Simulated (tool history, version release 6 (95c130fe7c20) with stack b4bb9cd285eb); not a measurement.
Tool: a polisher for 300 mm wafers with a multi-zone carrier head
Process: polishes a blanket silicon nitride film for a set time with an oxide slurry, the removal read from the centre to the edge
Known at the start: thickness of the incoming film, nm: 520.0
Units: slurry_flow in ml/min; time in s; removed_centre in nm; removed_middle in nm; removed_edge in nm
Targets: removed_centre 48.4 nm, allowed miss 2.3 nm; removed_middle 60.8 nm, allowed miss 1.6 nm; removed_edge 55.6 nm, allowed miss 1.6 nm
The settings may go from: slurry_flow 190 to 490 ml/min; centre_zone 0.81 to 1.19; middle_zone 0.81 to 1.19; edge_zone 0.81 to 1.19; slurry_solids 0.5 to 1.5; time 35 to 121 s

Run 1, hour 0: slurry_flow 315 ml/min, centre_zone 1, middle_zone 1, edge_zone 1, slurry_solids 1, time 78 s. Result: removed_centre 76.622 nm, removed_middle 78.009 nm, removed_edge 79.403 nm.
Run 2, hour 8: slurry_flow 315 ml/min, centre_zone 1, middle_zone 1, edge_zone 1, slurry_solids 0.9, time 78 s. Result: removed_centre 72.006 nm, removed_middle 74.58 nm, removed_edge 76.798 nm.
Run 3, hour 11.8: slurry_flow 315 ml/min, centre_zone 1, middle_zone 1, edge_zone 1, slurry_solids 0.8, time 78 s. Result: removed_centre 71.302 nm, removed_middle 72.799 nm, removed_edge 75.162 nm.
Run 4, hour 18.6: slurry_flow 315 ml/min, centre_zone 0.97, middle_zone 1.02, edge_zone 0.96, slurry_solids 0.7, time 75 s. Result: removed_centre 63.569 nm, removed_middle 68.434 nm, removed_edge 68.234 nm.
Run 5, hour 26.6: slurry_flow 315 ml/min, centre_zone 0.97, middle_zone 1.02, edge_zone 0.96, slurry_solids 0.9, time 75 s. Result: removed_centre 68.875 nm, removed_middle 73.87 nm, removed_edge 72.961 nm.
Run 6, hour 29.3: slurry_flow 315 ml/min, centre_zone 0.97, middle_zone 1.07, edge_zone 0.96, slurry_solids 0.9, time 75 s. Result: removed_centre 66.253 nm, removed_middle 76.063 nm, removed_edge 72.556 nm.
Run 7, hour 31.3: slurry_flow 310 ml/min, centre_zone 0.95, middle_zone 1.07, edge_zone 0.94, slurry_solids 0.8, time 73 s. Result: removed_centre 63.319 nm, removed_middle 72.138 nm, removed_edge 68.403 nm.
Run 8, hour 36.6: slurry_flow 310 ml/min, centre_zone 0.93, middle_zone 1.08, edge_zone 0.93, slurry_solids 0.7, time 71 s. Result: removed_centre 58.384 nm, removed_middle 68.711 nm, removed_edge 62.844 nm.
Run 9, hour 44.3: slurry_flow 305 ml/min, centre_zone 0.9, middle_zone 1.07, edge_zone 0.93, slurry_solids 0.65, time 70 s. Result: removed_centre 53.666 nm, removed_middle 65.61 nm, removed_edge 60.319 nm.
Run 10, hour 48.7: slurry_flow 300 ml/min, centre_zone 0.88, middle_zone 1.06, edge_zone 0.91, slurry_solids 0.65, time 70 s. Result: removed_centre 52.014 nm, removed_middle 63.803 nm, removed_edge 60.154 nm.
Run 11, hour 54.4: slurry_flow 285 ml/min, centre_zone 0.86, middle_zone 1.08, edge_zone 0.82, slurry_solids 0.55, time 70 s. Result: removed_centre 49.823 nm, removed_middle 63.554 nm, removed_edge 55.294 nm.

Which of these 5 next moves meets every target?
Run A, hour 60.1: slurry_flow 390 ml/min, centre_zone 0.87, middle_zone 1.09, edge_zone 0.91, slurry_solids 0.65, time 63 s. Result: removed_centre ?, removed_middle ?, removed_edge ?.
Run B, hour 60.1: slurry_flow 295 ml/min, centre_zone 0.92, middle_zone 1.05, edge_zone 0.83, slurry_solids 0.5, time 71 s. Result: removed_centre ?, removed_middle ?, removed_edge ?.
Run C, hour 60.1: slurry_flow 265 ml/min, centre_zone 0.87, middle_zone 1.16, edge_zone 0.84, slurry_solids 0.6, time 69 s. Result: removed_centre ?, removed_middle ?, removed_edge ?.
Run D, hour 60.1: slurry_flow 225 ml/min, centre_zone 0.81, middle_zone 1.07, edge_zone 0.89, slurry_solids 0.55, time 75 s. Result: removed_centre ?, removed_middle ?, removed_edge ?.
Run E, hour 60.1: slurry_flow 230 ml/min, centre_zone 0.81, middle_zone 1.06, edge_zone 0.83, slurry_solids 0.55, time 75 s. Result: removed_centre ?, removed_middle ?, removed_edge ?.

move  removed_centre  removed_middle  removed_edge
   A          47.794          61.654         54.96
   B          51.594          61.493        54.655
   C          49.173          67.167        55.177
   D           47.84          65.203        59.314
   E          48.014          64.904        57.633
A: meets every target
B: brings the result that was furthest off to its target, and leaves another outside
C: further off than the last run
D: further off than the last run
E: further off than the last run
Answer: A

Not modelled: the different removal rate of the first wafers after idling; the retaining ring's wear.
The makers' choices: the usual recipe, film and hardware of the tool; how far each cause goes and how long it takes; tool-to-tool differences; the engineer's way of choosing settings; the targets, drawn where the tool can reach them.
